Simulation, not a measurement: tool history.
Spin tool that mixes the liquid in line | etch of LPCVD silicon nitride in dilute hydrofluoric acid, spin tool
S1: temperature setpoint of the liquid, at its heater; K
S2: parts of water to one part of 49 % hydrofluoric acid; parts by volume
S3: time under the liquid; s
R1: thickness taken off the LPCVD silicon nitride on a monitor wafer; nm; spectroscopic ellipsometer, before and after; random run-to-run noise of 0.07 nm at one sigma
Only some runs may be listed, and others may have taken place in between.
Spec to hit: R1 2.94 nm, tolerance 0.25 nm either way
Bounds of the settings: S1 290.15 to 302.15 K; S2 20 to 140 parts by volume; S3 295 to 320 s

run,day,S1,S2,S3,R1
1,0,294.15,75,295,1.5649
2,0.158,296.15,70,295,1.8883
3,0.512,296.15,90,295,1.5039
4,0.692,296.15,90,295,1.4587
5,0.904,293.65,90,295,1.2231
6,1.004,295.65,80,295,1.6316
7,1.279,297.15,75,295,1.8031
8,1.65,298.15,65,295,2.3097
9,1.996,299.15,65,295,2.5611

4 candidate next runs follow, results not yet known. Just one meets every target within its allowed miss. Identify it.
A,2.342,299.15,80,305,?
B,2.342,299.15,75,295,?
C,2.342,300.65,80,295,?
D,2.342,301.65,65,305,?

move,R1
A,2.0825
B,2.1471
C,2.2208
D,3.0106
A: moves away from the targets compared with the last run
B: moves away from the targets compared with the last run
C: moves away from the targets compared with the last run
D: in spec on every target
The right move is D.
